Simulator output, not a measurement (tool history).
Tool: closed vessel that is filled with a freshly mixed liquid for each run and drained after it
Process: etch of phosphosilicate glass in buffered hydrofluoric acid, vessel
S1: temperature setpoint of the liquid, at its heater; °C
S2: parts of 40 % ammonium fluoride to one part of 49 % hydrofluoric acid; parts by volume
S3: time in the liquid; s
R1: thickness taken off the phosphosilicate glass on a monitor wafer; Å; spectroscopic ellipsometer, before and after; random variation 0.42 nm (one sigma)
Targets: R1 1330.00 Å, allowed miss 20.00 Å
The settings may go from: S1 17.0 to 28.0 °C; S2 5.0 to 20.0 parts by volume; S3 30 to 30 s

run 1 day=0.000 | S1=20.0 S2=12.0 S3=30 | R1=882.71
run 2 day=0.075 | S1=20.0 S2=9.0 S3=30 | R1=1123.90
run 3 day=0.288 | S1=18.5 S2=9.0 S3=30 | R1=1035.20
run 4 day=0.654 | S1=18.5 S2=7.5 S3=30 | R1=1255.10
run 5 day=0.742 | S1=18.5 S2=5.0 S3=30 | R1=1812.10
run 6 day=0.942 | S1=18.5 S2=5.0 S3=30 | R1=1816.80
run 7 day=1.279 | S1=17.0 S2=8.5 S3=30 | R1=1010.60
run 8 day=1.621 | S1=18.0 S2=8.5 S3=30 | R1=1071.20

4 next moves are on the table. One of them brings every result within its allowed miss. Which?
run A day=1.962 | S1=19.0 S2=7.5 S3=30 | R1=?
run B day=1.962 | S1=18.0 S2=7.0 S3=30 | R1=?
run C day=1.962 | S1=19.5 S2=7.0 S3=30 | R1=?
run D day=1.962 | S1=20.0 S2=7.5 S3=30 | R1=?

move=A R1=1299.60
move=B R1=1323.20
move=C R1=1440.00
move=D R1=1374.60
A: nearer than the last run, and not there yet
B: meets every target
C: takes the result that was furthest off past its target
D: takes the result that was furthest off past its target
Move B is the one to make.

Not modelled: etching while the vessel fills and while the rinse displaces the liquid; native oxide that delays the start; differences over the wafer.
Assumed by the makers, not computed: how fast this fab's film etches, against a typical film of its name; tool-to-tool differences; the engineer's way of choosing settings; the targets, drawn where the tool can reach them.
